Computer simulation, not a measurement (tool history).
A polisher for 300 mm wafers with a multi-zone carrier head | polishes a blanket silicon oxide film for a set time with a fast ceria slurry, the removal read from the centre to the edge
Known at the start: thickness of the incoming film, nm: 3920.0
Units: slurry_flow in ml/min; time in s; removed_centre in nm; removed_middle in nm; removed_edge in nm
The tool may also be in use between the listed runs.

run  hour  slurry_flow  centre_zone  middle_zone  edge_zone  time  removed_centre  removed_middle  removed_edge
  1     0          285            1            1          1    57          864.81             867        854.24
  2   3.7          285            1         0.98       1.04    60          889.26             881        918.47
  3   8.6          290         1.01         0.98       1.07    62          917.49          935.16        954.09
  4  15.1          245         1.01         0.98       1.07    62          908.84          901.99        930.75
  5  21.6          270         1.02         0.96       1.09    64          975.43          918.46        994.75
  6  27.1          290         1.02         0.96       1.12    65          994.56           965.8        1033.4
  7  32.4          305         1.02         0.95       1.14    66          1023.9          954.32        1074.7
  8  41.1          315         1.02         0.95       1.15    66          1007.8          953.27        1060.7
  9  49.7          315         1.02         0.95       1.16    67          1014.5          999.37        1086.3

Run 10 comes next. What will it give?
 10  51.2          320         1.02         0.94       1.17    67               ?               ?             ?

Run 10 gave removed_centre 1015.5 nm, removed_middle 974.25 nm, removed_edge 1102.1 nm.
